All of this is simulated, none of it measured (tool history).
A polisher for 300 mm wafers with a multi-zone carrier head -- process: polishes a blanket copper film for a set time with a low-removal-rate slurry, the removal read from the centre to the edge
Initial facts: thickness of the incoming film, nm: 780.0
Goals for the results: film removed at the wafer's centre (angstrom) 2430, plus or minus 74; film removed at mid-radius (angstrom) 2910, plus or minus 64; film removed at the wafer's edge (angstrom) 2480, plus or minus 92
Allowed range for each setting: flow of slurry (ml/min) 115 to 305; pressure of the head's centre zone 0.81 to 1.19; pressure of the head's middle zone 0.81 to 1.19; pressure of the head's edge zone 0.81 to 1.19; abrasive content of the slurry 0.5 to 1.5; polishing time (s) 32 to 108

run	hour	flow of slurry (ml/min)	pressure of the head's centre zone	pressure of the head's middle zone	pressure of the head's edge zone	abrasive content of the slurry	polishing time (s)	film removed at the wafer's centre (angstrom)	film removed at mid-radius (angstrom)	film removed at the wafer's edge (angstrom)
1	0	195	1	1	1	1	70	1928.3	1965.8	1908.7
2	1.5	195	1	1.08	1	1	70	1916.1	2079.3	1960.2
3	8.9	240	1	1.08	1	1	70	1984.3	2122.9	1957.5
4	12.2	245	0.99	1.11	0.99	1.1	73	2087.9	2313.9	2053.7
5	19.2	245	0.99	1.18	0.99	1.1	73	2085.4	2430	2101.1
6	20.7	245	0.99	1.19	0.99	1.1	73	2103.2	2440	2062
7	26	250	0.98	1.19	1	1.2	75	2183.7	2606.3	2193.2
8	27.8	255	0.99	1.19	1.03	1.3	75	2224.7	2625.3	2288
9	34.9	260	0.99	1.19	1.02	1.35	76	2317.9	2716.1	2308.8
10	40.6	265	0.98	1.19	1.03	1.4	77	2339.9	2784.5	2364.4
11	47.3	270	0.98	1.19	1.04	1.45	77	2357.9	2801.3	2432.7

Below are 5 possible settings for the next run. Only one of them brings all results inside the allowed miss of their targets. Which is it?
A	54	290	0.98	1.13	0.96	1.5	76	?	?	?
B	54	255	0.96	1.18	1.01	1.3	83	?	?	?
C	54	275	1.06	1.14	0.96	1.45	75	?	?	?
D	54	305	1.01	1.19	0.94	1.45	74	?	?	?
E	54	230	0.95	1.16	1.02	1.5	77	?	?	?

move	film removed at the wafer's centre (angstrom)	film removed at mid-radius (angstrom)	film removed at the wafer's edge (angstrom)
A	2351.2	2709.8	2303.2
B	2396.5	2917.8	2464
C	2477.3	2655.9	2245.6
D	2352.1	2732.9	2207.3
E	2255	2742.1	2363.7
A: the biggest miss grows against the last run
B: all results in spec
C: the biggest miss grows against the last run
D: the biggest miss grows against the last run
E: the biggest miss grows against the last run
Move B is the one to make.

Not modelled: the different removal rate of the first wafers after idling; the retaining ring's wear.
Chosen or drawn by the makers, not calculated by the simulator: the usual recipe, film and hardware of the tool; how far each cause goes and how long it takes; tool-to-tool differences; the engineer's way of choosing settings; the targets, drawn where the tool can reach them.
